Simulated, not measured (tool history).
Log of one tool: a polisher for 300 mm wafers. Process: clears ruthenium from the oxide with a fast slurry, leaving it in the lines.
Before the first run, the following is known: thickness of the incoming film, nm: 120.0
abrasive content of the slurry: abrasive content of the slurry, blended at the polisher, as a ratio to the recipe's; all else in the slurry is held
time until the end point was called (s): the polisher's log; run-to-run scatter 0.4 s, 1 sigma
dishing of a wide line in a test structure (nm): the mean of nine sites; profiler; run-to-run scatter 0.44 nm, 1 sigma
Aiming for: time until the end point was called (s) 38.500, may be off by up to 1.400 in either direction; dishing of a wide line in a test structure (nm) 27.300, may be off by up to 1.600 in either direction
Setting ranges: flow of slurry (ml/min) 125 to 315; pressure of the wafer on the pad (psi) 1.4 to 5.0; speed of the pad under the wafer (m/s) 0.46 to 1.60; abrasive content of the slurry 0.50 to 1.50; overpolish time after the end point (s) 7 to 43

| run | hour | flow of slurry (ml/min) | pressure of the wafer on the pad (psi) | speed of the pad under the wafer (m/s) | abrasive content of the slurry | overpolish time after the end point (s) | time until the end point was called (s) | dishing of a wide line in a test structure (nm) |
|---|---|---|---|---|---|---|---|---|
| 1 | 0.0 | 205 | 3.2 | 1.02 | 1.00 | 22 | 29.512 | 43.270 |
| 2 | 2.5 | 205 | 3.2 | 0.88 | 1.00 | 22 | 33.416 | 41.731 |
| 3 | 5.3 | 205 | 3.2 | 1.02 | 1.00 | 22 | 29.037 | 44.173 |
| 4 | 12.2 | 205 | 2.9 | 1.02 | 1.00 | 18 | 30.736 | 38.200 |
| 5 | 18.0 | 205 | 2.9 | 1.26 | 1.00 | 18 | 25.214 | 42.291 |
| 6 | 21.7 | 205 | 2.4 | 1.24 | 1.00 | 15 | 28.353 | 35.165 |
| 7 | 29.5 | 205 | 2.1 | 1.22 | 1.00 | 15 | 30.927 | 33.996 |
| 8 | 35.2 | 205 | 1.9 | 1.20 | 1.00 | 14 | 32.956 | 29.944 |

Which one of the following 4 next-run settings gets every result inside its allowed miss? There is exactly one.
| A | 40.9 | 215 | 1.4 | 1.24 | 0.85 | 16 | ? | ? |
| B | 40.9 | 220 | 2.0 | 1.52 | 1.00 | 14 | ? | ? |
| C | 40.9 | 135 | 1.5 | 1.16 | 1.20 | 14 | ? | ? |
| D | 40.9 | 170 | 1.4 | 1.10 | 1.30 | 17 | ? | ? |

| move | time until the end point was called (s) | dishing of a wide line in a test structure (nm) |
|---|---|---|
| A | 37.499 | 30.338 |
| B | 24.724 | 36.805 |
| C | 37.564 | 27.461 |
| D | 37.849 | 31.470 |
A: brings the result that was furthest off to its target, and leaves another outside
B: the biggest miss grows against the last run
C: every result within its allowed miss
D: brings the result that was furthest off to its target, and leaves another outside
So the answer is move C, the one that meets all the targets.
